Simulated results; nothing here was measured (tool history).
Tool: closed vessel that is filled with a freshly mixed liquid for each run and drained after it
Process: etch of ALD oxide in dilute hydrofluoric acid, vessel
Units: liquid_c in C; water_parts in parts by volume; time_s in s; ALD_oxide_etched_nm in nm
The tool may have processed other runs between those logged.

| run | hour | liquid_c | water_parts | time_s | ALD_oxide_etched_nm |
|---|---|---|---|---|---|
| 1 | 0 | 21 | 230 | 165 | 11.715 |
| 2 | 5.4 | 18 | 230 | 165 | 10.149 |
| 3 | 13.8 | 19 | 220 | 165 | 11.515 |
| 4 | 22.8 | 19 | 220 | 130 | 8.9368 |
| 5 | 26.7 | 20.5 | 220 | 130 | 9.4037 |
| 6 | 34.2 | 21.5 | 200 | 130 | 10.955 |
| 7 | 40 | 22.5 | 185 | 130 | 12.573 |
| 8 | 44.4 | 23 | 175 | 130 | 13.65 |
| 9 | 52.9 | 23.5 | 165 | 130 | 14.949 |
| 10 | 61.1 | 24 | 160 | 130 | 15.755 |
| 11 | 63.9 | 24.5 | 155 | 130 | 16.962 |
| 12 | 71.5 | 25 | 150 | 130 | 17.721 |
| 13 | 76.8 | 29 | 95 | 130 | 34.91 |

Run 14, settings as shown, results not yet in. Your forecast:
| 14 | 83.1 | 28.5 | 95 | 130 | ? |

{"run 14": {"ALD_oxide_etched_nm": 34.419}}
